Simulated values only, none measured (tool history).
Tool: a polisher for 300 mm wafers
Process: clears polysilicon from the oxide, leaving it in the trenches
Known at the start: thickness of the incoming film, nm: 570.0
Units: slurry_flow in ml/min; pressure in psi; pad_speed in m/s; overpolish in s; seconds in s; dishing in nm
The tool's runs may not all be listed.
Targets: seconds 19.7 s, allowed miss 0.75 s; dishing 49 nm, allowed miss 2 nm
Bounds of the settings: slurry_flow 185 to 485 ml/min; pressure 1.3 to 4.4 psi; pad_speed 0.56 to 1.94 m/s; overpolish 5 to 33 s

run    day  slurry_flow  pressure  pad_speed  overpolish  seconds  dishing
  1      0          310       2.8       1.24          17   27.901   48.405
  2  0.033          310       2.8       0.96          17   34.958   47.567
  3  0.146          305       3.1       0.98          18   30.883   49.925
  4  0.279          305       3.1       0.98          13   31.127   47.296
  5  0.333          355       3.1       0.98          13   30.436   47.954
  6  0.396          355       3.1       0.98          16   30.961   47.641
  7    0.7          360       3.4       0.98          16   28.957   50.076
  8  0.729          360       3.5       1.04          14   26.605    48.25
  9  0.958          360       3.7       1.06          14   24.805    49.38
 10  1.079          360       3.8       1.08          13   24.273   48.326
 11  1.433          360       3.8       1.08          13   23.796   50.343
 12  1.783          375       3.9        1.1          11   23.189   47.807
 13  1.921          375       3.9        1.1          11   22.846   47.794
 14  2.288          375         4        1.1          11   22.425   50.183
 15  2.396          385         4       1.12          10   21.563   48.319
 16  2.625          385       4.1       1.12          10   21.274   49.506

5 next moves are on the table. One of them brings every result within its allowed miss. Which?
  A  2.854          430       4.4       1.02          24        ?        ?
  B  2.854          455       3.3       1.32          12        ?        ?
  C  2.854          455       4.1       1.22          10        ?        ?
  D  2.854          320       4.1       1.06          13        ?        ?
  E  2.854          390         4       0.98          12        ?        ?

move  seconds  dishing
   A   21.931   48.294
   B   21.752   48.204
   C   19.536   48.153
   D   22.994   48.217
   E   24.919   48.094
A: further off than the last run
B: further off than the last run
C: meets every target
D: further off than the last run
E: further off than the last run
Move C is the one to make.
